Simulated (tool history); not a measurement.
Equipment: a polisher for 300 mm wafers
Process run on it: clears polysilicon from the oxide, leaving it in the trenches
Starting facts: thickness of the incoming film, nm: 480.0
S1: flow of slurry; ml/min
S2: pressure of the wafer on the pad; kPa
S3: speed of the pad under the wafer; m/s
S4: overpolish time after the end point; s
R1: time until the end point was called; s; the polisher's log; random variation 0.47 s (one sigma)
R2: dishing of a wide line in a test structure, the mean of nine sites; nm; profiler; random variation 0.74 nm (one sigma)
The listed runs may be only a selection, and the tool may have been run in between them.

{"run": 1, "hour": 0.0, "S1": 310, "S2": 13.8, "S3": 0.98, "S4": 24, "R1": 44.894, "R2": 60.766}
{"run": 2, "hour": 4.7, "S1": 310, "S2": 11.7, "S3": 0.98, "S4": 24, "R1": 51.701, "R2": 60.728}
{"run": 3, "hour": 11.7, "S1": 310, "S2": 11.7, "S3": 0.98, "S4": 32, "R1": 51.878, "R2": 64.426}
{"run": 4, "hour": 19.9, "S1": 310, "S2": 13.1, "S3": 0.92, "S4": 26, "R1": 50.877, "R2": 62.539}
{"run": 5, "hour": 24.4, "S1": 310, "S2": 13.1, "S3": 0.92, "S4": 34, "R1": 49.284, "R2": 63.785}
{"run": 6, "hour": 29.2, "S1": 310, "S2": 13.1, "S3": 0.92, "S4": 40, "R1": 48.601, "R2": 63.29}
{"run": 7, "hour": 33.2, "S1": 305, "S2": 15.2, "S3": 0.82, "S4": 32, "R1": 48.245, "R2": 62.063}
{"run": 8, "hour": 39.6, "S1": 275, "S2": 16.5, "S3": 0.76, "S4": 26, "R1": 48.458, "R2": 62.567}
{"run": 9, "hour": 40.9, "S1": 365, "S2": 12.4, "S3": 1.04, "S4": 15, "R1": 45.846, "R2": 59.114}
{"run": 10, "hour": 44.2, "S1": 395, "S2": 12.4, "S3": 1.02, "S4": 13, "R1": 47.088, "R2": 54.233}
{"run": 11, "hour": 49.0, "S1": 420, "S2": 13.8, "S3": 0.96, "S4": 11, "R1": 44.28, "R2": 51.719}
{"run": 12, "hour": 56.2, "S1": 435, "S2": 14.5, "S3": 0.9, "S4": 10, "R1": 43.727, "R2": 52.128}
{"run": 13, "hour": 60.5, "S1": 450, "S2": 15.2, "S3": 0.84, "S4": 9, "R1": 45.29, "R2": 48.643}
{"run": 14, "hour": 68.5, "S1": 460, "S2": 15.9, "S3": 0.78, "S4": 8, "R1": 46.207, "R2": 44.826}
{"run": 15, "hour": 70.7, "S1": 465, "S2": 15.9, "S3": 0.78, "S4": 8, "R1": 46.456, "R2": 43.998}
{"run": 16, "hour": 75.9, "S1": 470, "S2": 15.9, "S3": 0.78, "S4": 8, "R1": 45.942, "R2": 43.625}

Run 17 comes next. What will it give?
{"run": 17, "hour": 81.6, "S1": 475, "S2": 15.9, "S3": 0.78, "S4": 8, "R1": "?", "R2": "?"}

R1: 47.642 s
R2: 43.032 nm
